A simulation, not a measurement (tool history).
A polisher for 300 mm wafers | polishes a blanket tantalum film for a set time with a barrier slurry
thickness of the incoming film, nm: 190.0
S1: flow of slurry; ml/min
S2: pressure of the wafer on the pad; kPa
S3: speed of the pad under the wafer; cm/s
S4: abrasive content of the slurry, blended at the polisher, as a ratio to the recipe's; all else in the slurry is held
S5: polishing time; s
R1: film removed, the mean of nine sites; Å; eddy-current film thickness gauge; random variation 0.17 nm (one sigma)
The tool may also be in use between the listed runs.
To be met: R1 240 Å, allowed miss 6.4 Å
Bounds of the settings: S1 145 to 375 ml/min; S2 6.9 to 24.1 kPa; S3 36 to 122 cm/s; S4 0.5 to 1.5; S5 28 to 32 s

run	day	S1	S2	S3	S4	S5	R1
1	0	240	15.2	78	1	32	538.62
2	0.212	235	13.1	74	1	32	448.3
3	0.329	235	13.1	90	1	32	542.89
4	0.688	215	13.1	90	1	32	539.66
5	0.738	215	13.1	90	0.85	32	507.16
6	1.067	215	13.1	80	0.85	32	450.84
7	1.362	210	11.7	76	0.85	32	384.19
8	1.417	205	10.3	74	0.85	32	329.85
9	1.758	200	9.7	74	0.85	32	312.98
10	1.992	195	9	74	0.85	32	288.45
11	2.021	185	8.3	74	0.85	32	267.73
12	2.133	175	8.3	74	0.85	32	264.3

Which of these 5 next moves meets every target?
A	2.246	210	9	74	1	31	?
B	2.246	175	9	82	0.8	31	?
C	2.246	160	10.3	72	0.85	28	?
D	2.246	165	9	84	0.65	32	?
E	2.246	145	8.3	78	0.65	32	?

move	R1
A	301.8
B	300.59
C	274.32
D	289.28
E	243.75
A: further off than the last run
B: further off than the last run
C: further off than the last run
D: further off than the last run
E: meets every target
Answer: E

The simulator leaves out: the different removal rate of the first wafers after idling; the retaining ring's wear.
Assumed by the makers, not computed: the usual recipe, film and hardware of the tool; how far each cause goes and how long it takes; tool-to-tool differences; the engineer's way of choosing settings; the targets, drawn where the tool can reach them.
